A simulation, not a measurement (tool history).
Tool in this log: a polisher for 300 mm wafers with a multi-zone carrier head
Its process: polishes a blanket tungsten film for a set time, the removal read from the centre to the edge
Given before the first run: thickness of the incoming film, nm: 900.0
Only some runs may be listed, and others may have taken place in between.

run,day,flow of slurry (ml/min),pressure of the head's centre zone,pressure of the head's middle zone,pressure of the head's edge zone,abrasive content of the slurry,polishing time (s),film removed at the wafer's centre (nm),film removed at mid-radius (nm),film removed at the wafer's edge (nm)
1,0,165,1,1,1,1,31,272.98,262.41,274.79
2,0.233,165,1,1.08,1,1,31,267.5,290.45,273.65
3,0.438,155,0.96,1.06,0.98,0.85,28,221.43,241.68,234.94
4,0.696,150,0.93,1.05,0.95,0.75,26,197.64,215.22,206.73
5,0.721,150,0.93,1.05,1.02,0.75,26,190.03,215.71,211.39
6,0.896,135,0.93,1.05,1.02,0.75,26,192.97,209.81,209.75
7,1.267,135,0.91,1.05,1.01,0.7,25,177.65,198.51,198.44
8,1.317,135,0.91,1.05,1.01,0.7,25,177.85,195.44,197.94
9,1.654,135,0.89,1.05,0.99,0.65,24,166.67,182.4,186.51

What does the tool deliver on the next run?
10,1.946,135,0.88,1.06,0.97,0.6,24,?,?,?

{"run 10": {"film removed at the wafer's centre (nm)": 161.14, "film removed at mid-radius (nm)": 184.8, "film removed at the wafer's edge (nm)": 180.08}}

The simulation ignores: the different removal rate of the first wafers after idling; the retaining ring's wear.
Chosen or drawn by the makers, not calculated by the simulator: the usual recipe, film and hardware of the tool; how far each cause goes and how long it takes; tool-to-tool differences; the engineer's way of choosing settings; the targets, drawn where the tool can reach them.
